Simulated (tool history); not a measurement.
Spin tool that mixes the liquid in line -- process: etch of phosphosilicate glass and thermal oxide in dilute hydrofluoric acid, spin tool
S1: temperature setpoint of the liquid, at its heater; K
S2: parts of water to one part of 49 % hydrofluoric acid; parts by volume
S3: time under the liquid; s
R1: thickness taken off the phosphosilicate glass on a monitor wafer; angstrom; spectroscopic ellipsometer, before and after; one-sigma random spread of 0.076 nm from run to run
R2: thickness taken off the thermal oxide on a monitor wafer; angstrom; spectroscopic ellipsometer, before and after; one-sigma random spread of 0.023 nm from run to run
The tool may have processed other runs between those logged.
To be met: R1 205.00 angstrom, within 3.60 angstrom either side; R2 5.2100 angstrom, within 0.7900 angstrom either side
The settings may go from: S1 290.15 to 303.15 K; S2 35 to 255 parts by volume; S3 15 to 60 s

run    day      S1   S2  S3      R1       R2
  1  0.000  295.15  145  30  321.91   8.5860
  2  0.342  294.15  150  30  299.10   7.0045
  3  0.579  297.15  150  30  338.12   9.0786
  4  0.933  298.65  150  30  356.98   9.4437
  5  1.033  297.15  155  30  325.78   8.0986
  6  1.296  297.15  120  30  436.83  11.3300
  7  1.421  296.15  130  30  381.30   9.0201
  8  1.583  295.15  140  30  337.04   8.1581
  9  1.821  294.65  145  30  318.25   8.6264
 10  2.038  294.15  150  30  301.59   7.9035
 11  2.392  293.65  155  30  284.61   6.8908
 12  2.483  293.15  160  30  269.42   7.0095
 13  2.754  292.65  165  30  253.10   6.5310
 14  3.058  292.15  170  30  240.09   6.1314
 15  3.425  291.65  170  30  234.76   6.3877
 16  3.654  291.15  175  30  223.52   5.5733

Which one of the following 5 next-run settings gets every result inside its allowed miss? There is exactly one.
  A  3.883  298.15  210  25   ?   ?
  B  3.883  291.65  190  30   ?   ?
  C  3.883  303.15  255  35   ?   ?
  D  3.883  302.65  220  30   ?   ?
  E  3.883  291.15  195  30   ?   ?

move      R1      R2
   A  195.77  4.9244
   B  207.16  5.2110
   C  255.34  6.4228
   D  259.85  6.5363
   E  196.96  4.9545
A: the result that was furthest off in the last run now lies on the other side of its target
B: every result within its allowed miss
C: misses by more than the last run did
D: misses by more than the last run did
E: the result that was furthest off in the last run now lies on the other side of its target
Answer: B
